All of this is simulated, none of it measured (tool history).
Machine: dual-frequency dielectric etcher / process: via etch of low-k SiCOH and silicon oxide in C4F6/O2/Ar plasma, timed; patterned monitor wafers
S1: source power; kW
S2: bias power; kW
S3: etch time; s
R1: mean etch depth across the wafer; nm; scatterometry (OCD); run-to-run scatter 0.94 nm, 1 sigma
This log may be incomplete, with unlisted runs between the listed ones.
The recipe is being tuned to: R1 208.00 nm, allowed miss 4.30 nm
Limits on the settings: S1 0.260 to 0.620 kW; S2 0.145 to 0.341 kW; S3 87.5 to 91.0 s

run	hour	S1	S2	S3	R1
1	0.0	0.440	0.243	87.5	272.39
2	2.6	0.440	0.282	87.5	289.89
3	10.0	0.440	0.282	91.0	298.91
4	15.5	0.480	0.282	91.0	309.17
5	23.7	0.440	0.255	90.5	288.65
6	31.9	0.440	0.228	90.5	277.56
# hour 33.9: bias power generator calibrated
7	33.9	0.410	0.211	90.0	256.11
8	42.1	0.320	0.179	89.5	217.32
9	49.2	0.280	0.175	89.5	203.55

Of the 5 settings listed for the next run, only one would bring every result within its allowed miss of target. Which one?
A	56.3	0.260	0.177	89.0	?
B	56.3	0.280	0.178	88.0	?
C	56.3	0.290	0.169	88.0	?
D	56.3	0.260	0.179	89.0	?
E	56.3	0.320	0.147	91.0	?

move	R1
A	196.67
B	201.28
C	200.68
D	197.46
E	206.43
A: the biggest miss grows against the last run
B: the biggest miss grows against the last run
C: the biggest miss grows against the last run
D: the biggest miss grows against the last run
E: in spec on every target
The move that meets every target is E.
